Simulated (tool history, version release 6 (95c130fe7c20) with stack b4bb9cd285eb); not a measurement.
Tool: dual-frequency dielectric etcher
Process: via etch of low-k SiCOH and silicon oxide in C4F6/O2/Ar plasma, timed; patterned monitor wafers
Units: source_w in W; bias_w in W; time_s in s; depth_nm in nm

Run 1, day 0.000: source_w 390 W, bias_w 157 W, time_s 60.5 s. Result: depth_nm 141.05 nm.
Run 2, day 0.079: source_w 390 W, bias_w 157 W, time_s 63.0 s. Result: depth_nm 146.78 nm.
Run 3, day 0.338: source_w 440 W, bias_w 157 W, time_s 63.0 s. Result: depth_nm 154.96 nm.
Run 4, day 0.662: source_w 400 W, bias_w 157 W, time_s 63.0 s. Result: depth_nm 148.86 nm.
Run 5, day 0.800: source_w 410 W, bias_w 159 W, time_s 63.0 s. Result: depth_nm 151.41 nm.
Run 6, day 1.038: source_w 410 W, bias_w 145 W, time_s 63.0 s. Result: depth_nm 150.43 nm.

Forecast run 7:
Run 7, day 1.175: source_w 420 W, bias_w 146 W, time_s 63.0 s. Result: depth_nm ?.

Run 7 gave depth_nm 149.92 nm.
